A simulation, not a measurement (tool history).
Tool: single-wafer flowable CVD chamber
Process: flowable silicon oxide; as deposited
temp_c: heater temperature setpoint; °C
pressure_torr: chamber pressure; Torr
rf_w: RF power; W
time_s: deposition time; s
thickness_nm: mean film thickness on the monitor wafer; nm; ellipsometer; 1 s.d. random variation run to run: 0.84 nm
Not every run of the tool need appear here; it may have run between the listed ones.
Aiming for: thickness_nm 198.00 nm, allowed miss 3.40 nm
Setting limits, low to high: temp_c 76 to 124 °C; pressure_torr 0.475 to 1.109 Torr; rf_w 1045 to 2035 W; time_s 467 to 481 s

run,hour,temp_c,pressure_torr,rf_w,time_s,thickness_nm
1,0.0,100,0.792,1540,467,268.19
2,1.6,102,0.792,1540,467,247.18
3,6.9,102,0.792,1710,467,253.10
4,11.0,96,0.792,1710,467,319.43
5,19.8,96,0.792,1710,467,319.21
6,24.5,98,0.792,1710,467,296.09
7,25.3,100,0.792,1710,467,276.48
8,29.8,102,0.792,1710,467,256.73
9,34.0,102,0.792,1710,467,257.51
10,36.3,103,0.792,1710,467,246.73
11,37.9,104,0.792,1710,467,235.57
12,39.1,105,0.792,1710,467,227.49
13,43.4,106,0.792,1710,467,219.75
14,47.1,107,0.792,1710,467,209.58
15,48.6,108,0.792,1710,467,204.02

Which single option among these 5 for the next run brings every result within its allowed miss of target? Just one does.
A,50.1,104,0.644,1650,467,?
B,50.1,105,0.752,1545,467,?
C,50.1,113,1.005,1480,481,?
D,50.1,108,0.805,1995,467,?
E,50.1,109,0.767,1820,477,?

move,thickness_nm
A,192.03
B,211.52
C,212.55
D,213.62
E,196.88
A: moves the result that the last run missed by most past its target, out the other side
B: its largest miss is bigger than the last run's
C: its largest miss is bigger than the last run's
D: its largest miss is bigger than the last run's
E: every result within its allowed miss
The move that meets every target is E.
